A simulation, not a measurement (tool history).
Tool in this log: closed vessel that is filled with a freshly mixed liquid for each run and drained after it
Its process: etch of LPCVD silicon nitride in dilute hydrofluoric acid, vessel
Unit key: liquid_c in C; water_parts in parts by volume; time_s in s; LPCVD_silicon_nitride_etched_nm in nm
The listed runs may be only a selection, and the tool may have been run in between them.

run,hour,liquid_c,water_parts,time_s,LPCVD_silicon_nitride_etched_nm
1,0,25,115,2690,12.306
2,6.4,25,115,2895,13.198
3,6.9,25,115,2895,13.248
4,15.9,25,115,2690,12.191
5,23.3,27.5,115,2690,14.467
6,24.8,26,115,2690,13.075
7,28.7,22,115,2690,10.111
8,30.1,21.5,115,2690,9.7818

What does the tool deliver on the next run?
9,35.8,21,115,2690,?

Run 9 yielded LPCVD_silicon_nitride_etched_nm 9.5301 nm.
